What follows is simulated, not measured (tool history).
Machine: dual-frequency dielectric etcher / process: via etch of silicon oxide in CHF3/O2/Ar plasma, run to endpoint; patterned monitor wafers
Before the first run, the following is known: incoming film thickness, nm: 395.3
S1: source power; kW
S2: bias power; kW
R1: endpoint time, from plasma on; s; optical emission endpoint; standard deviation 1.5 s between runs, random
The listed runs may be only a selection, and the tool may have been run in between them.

Run 1, hour 0: S1 0.55 kW, S2 0.168 kW. Result: R1 219.12 s.
Run 2, hour 2.7: S1 0.55 kW, S2 0.154 kW. Result: R1 220.92 s.
Run 3, hour 4.9: S1 0.58 kW, S2 0.157 kW. Result: R1 219.34 s.
Run 4, hour 7.6: S1 0.66 kW, S2 0.157 kW. Result: R1 213.58 s.
Run 5, hour 13.4: S1 0.57 kW, S2 0.157 kW. Result: R1 221.88 s.
Run 6, hour 16.3: S1 0.6 kW, S2 0.165 kW. Result: R1 212.03 s.

Run 7 comes next. What will it give?
Run 7, hour 17.8: S1 0.62 kW, S2 0.169 kW. Result: R1 ?.

R1: 212.88 s

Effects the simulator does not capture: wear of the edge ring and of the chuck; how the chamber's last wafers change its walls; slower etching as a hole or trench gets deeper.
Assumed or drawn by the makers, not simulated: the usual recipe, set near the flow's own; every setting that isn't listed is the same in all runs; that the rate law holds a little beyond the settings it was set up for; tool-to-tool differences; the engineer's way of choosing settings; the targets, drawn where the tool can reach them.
